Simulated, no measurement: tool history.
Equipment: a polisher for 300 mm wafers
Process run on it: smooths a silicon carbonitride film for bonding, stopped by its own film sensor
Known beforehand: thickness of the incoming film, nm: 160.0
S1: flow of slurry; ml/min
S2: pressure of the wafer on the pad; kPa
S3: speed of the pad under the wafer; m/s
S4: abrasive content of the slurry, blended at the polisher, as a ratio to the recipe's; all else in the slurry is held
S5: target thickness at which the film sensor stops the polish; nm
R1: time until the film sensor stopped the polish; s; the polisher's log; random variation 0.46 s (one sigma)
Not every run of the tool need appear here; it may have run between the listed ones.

run	hour	S1	S2	S3	S4	S5	R1
1	0.0	160	17.9	0.98	1.00	138	65.927
2	7.8	160	18.6	0.98	1.00	138	63.636
3	9.3	160	18.6	0.98	1.15	138	60.563
4	13.3	160	19.3	0.98	1.15	138	59.249
5	20.1	160	19.3	0.88	1.15	138	63.796
6	25.2	160	20.0	0.90	1.15	138	60.268

Predict the results of run 7:
7	28.0	160	20.7	0.92	1.15	138	?

{"run 7": {"R1": 58.836}}
